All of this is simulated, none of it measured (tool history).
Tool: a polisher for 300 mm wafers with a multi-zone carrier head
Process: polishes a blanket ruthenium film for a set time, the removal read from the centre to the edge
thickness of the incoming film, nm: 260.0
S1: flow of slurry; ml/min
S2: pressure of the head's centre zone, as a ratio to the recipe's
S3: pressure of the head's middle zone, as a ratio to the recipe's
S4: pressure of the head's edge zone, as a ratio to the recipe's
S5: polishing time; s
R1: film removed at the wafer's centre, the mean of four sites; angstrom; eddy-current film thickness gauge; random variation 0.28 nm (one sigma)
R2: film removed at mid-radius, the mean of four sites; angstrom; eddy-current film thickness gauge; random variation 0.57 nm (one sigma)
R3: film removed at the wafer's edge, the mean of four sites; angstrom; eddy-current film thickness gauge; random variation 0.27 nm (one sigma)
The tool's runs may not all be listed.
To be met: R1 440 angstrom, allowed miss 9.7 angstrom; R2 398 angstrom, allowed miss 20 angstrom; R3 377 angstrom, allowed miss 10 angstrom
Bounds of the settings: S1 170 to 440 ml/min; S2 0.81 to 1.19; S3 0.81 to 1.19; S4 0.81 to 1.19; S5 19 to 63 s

{"run": 1, "hour": 0.0, "S1": 280, "S2": 1, "S3": 1, "S4": 1, "S5": 41, "R1": 466.82, "R2": 475.81, "R3": 472.44}
{"run": 2, "hour": 5.9, "S1": 280, "S2": 1.01, "S3": 0.99, "S4": 0.98, "S5": 40, "R1": 463.4, "R2": 470.25, "R3": 457.41}
{"run": 3, "hour": 11.6, "S1": 280, "S2": 0.95, "S3": 0.99, "S4": 0.98, "S5": 40, "R1": 427.1, "R2": 460.09, "R3": 448.66}
{"run": 4, "hour": 16.6, "S1": 280, "S2": 0.96, "S3": 0.98, "S4": 0.96, "S5": 39, "R1": 428.27, "R2": 436.88, "R3": 439.28}
{"run": 5, "hour": 25.5, "S1": 280, "S2": 0.96, "S3": 0.98, "S4": 0.96, "S5": 47, "R1": 508.37, "R2": 535.88, "R3": 522.97}
{"run": 6, "hour": 29.5, "S1": 280, "S2": 0.96, "S3": 0.98, "S4": 0.96, "S5": 43, "R1": 471.48, "R2": 491.11, "R3": 479.31}
{"run": 7, "hour": 31.5, "S1": 280, "S2": 0.97, "S3": 0.97, "S4": 0.94, "S5": 42, "R1": 460.24, "R2": 468.88, "R3": 463.18}
{"run": 8, "hour": 37.6, "S1": 280, "S2": 0.97, "S3": 0.97, "S4": 0.94, "S5": 42, "R1": 459.76, "R2": 482.62, "R3": 469.21}
{"run": 9, "hour": 46.2, "S1": 290, "S2": 1, "S3": 0.97, "S4": 0.93, "S5": 40, "R1": 458.82, "R2": 457.09, "R3": 450.12}
{"run": 10, "hour": 51.8, "S1": 285, "S2": 1.01, "S3": 0.97, "S4": 0.91, "S5": 39, "R1": 446.13, "R2": 452.43, "R3": 424.8}
{"run": 11, "hour": 52.7, "S1": 280, "S2": 1.02, "S3": 0.96, "S4": 0.9, "S5": 39, "R1": 448, "R2": 447.24, "R3": 424.23}
{"run": 12, "hour": 58.2, "S1": 275, "S2": 1.03, "S3": 0.95, "S4": 0.89, "S5": 39, "R1": 453.2, "R2": 431.98, "R3": 418.43}
{"run": 13, "hour": 61.3, "S1": 265, "S2": 1.03, "S3": 0.95, "S4": 0.88, "S5": 39, "R1": 451.96, "R2": 443.71, "R3": 415.72}
{"run": 14, "hour": 62.0, "S1": 260, "S2": 1.03, "S3": 0.94, "S4": 0.87, "S5": 39, "R1": 450.44, "R2": 441.9, "R3": 409.06}
{"run": 15, "hour": 65.0, "S1": 255, "S2": 1.03, "S3": 0.92, "S4": 0.86, "S5": 39, "R1": 448.77, "R2": 413.08, "R3": 407.91}
{"run": 16, "hour": 73.3, "S1": 245, "S2": 1.03, "S3": 0.92, "S4": 0.85, "S5": 39, "R1": 444.36, "R2": 415.98, "R3": 405.13}
{"run": 17, "hour": 78.8, "S1": 240, "S2": 1.04, "S3": 0.92, "S4": 0.84, "S5": 39, "R1": 442.43, "R2": 422.82, "R3": 404.75}
{"hour": 82.0, "done": "slurry nozzle cleaned"}
{"run": 18, "hour": 82.0, "S1": 255, "S2": 1.11, "S3": 0.9, "S4": 0.81, "S5": 36, "R1": 481.36, "R2": 412.64, "R3": 388.24}

Which of these 5 next moves meets every target?
{"run": "A", "hour": 85.2, "S1": 245, "S2": 1, "S3": 0.86, "S4": 0.81, "S5": 37, "R1": "?", "R2": "?", "R3": "?"}
{"run": "B", "hour": 85.2, "S1": 225, "S2": 1.15, "S3": 0.93, "S4": 0.81, "S5": 38, "R1": "?", "R2": "?", "R3": "?"}
{"run": "C", "hour": 85.2, "S1": 265, "S2": 1.04, "S3": 0.9, "S4": 0.81, "S5": 35, "R1": "?", "R2": "?", "R3": "?"}
{"run": "D", "hour": 85.2, "S1": 320, "S2": 0.98, "S3": 1.02, "S4": 0.81, "S5": 35, "R1": "?", "R2": "?", "R3": "?"}
{"run": "E", "hour": 85.2, "S1": 305, "S2": 1.16, "S3": 0.89, "S4": 0.81, "S5": 38, "R1": "?", "R2": "?", "R3": "?"}

move=A R1=442.54 R2=398.54 R3=401.44
move=B R1=516.16 R2=431.18 R3=408.2
move=C R1=440.43 R2=395.3 R3=382.43
move=D R1=424.92 R2=448.35 R3=387.89
move=E R1=542.92 R2=431.74 R3=420.31
A: brings the result that was furthest off to its target, and leaves another outside
B: further off than the last run
C: meets every target
D: takes the result that was furthest off past its target
E: further off than the last run
Answer: C
